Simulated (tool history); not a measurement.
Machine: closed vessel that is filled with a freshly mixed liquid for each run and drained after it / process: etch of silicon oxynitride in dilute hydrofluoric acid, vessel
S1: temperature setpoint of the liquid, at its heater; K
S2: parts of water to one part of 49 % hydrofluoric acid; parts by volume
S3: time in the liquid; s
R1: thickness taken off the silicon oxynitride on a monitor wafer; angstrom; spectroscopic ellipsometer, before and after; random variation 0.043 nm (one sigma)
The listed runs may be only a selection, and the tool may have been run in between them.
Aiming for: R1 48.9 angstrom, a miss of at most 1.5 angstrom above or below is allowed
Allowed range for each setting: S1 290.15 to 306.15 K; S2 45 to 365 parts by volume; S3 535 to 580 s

| run | hour | S1 | S2 | S3 | R1 |
|---|---|---|---|---|---|
| 1 | 0 | 298.15 | 205 | 535 | 92.825 |
| 2 | 7.2 | 298.15 | 160 | 535 | 126.49 |
| 3 | 10.2 | 298.15 | 160 | 535 | 123.36 |
| 4 | 14.9 | 298.15 | 195 | 535 | 99.739 |
| 5 | 21.6 | 295.65 | 215 | 535 | 79.303 |
| 6 | 26.7 | 294.15 | 230 | 535 | 68.406 |
| 7 | 28.2 | 293.15 | 240 | 535 | 63.094 |
| 8 | 29 | 292.15 | 250 | 535 | 57.984 |

4 candidate next runs follow, results not yet known. Just one meets every target within its allowed miss. Identify it.
| A | 29.8 | 292.15 | 260 | 535 | ? |
| B | 29.8 | 290.65 | 270 | 535 | ? |
| C | 29.8 | 292.15 | 225 | 580 | ? |
| D | 29.8 | 294.65 | 230 | 580 | ? |

| move | R1 |
|---|---|
| A | 54.875 |
| B | 49.031 |
| C | 70.169 |
| D | 76.766 |
A: better than the last run, though not everything is in spec
B: in spec on every target
C: misses by more than the last run did
D: misses by more than the last run did
B is the move that brings every result within its allowed miss.
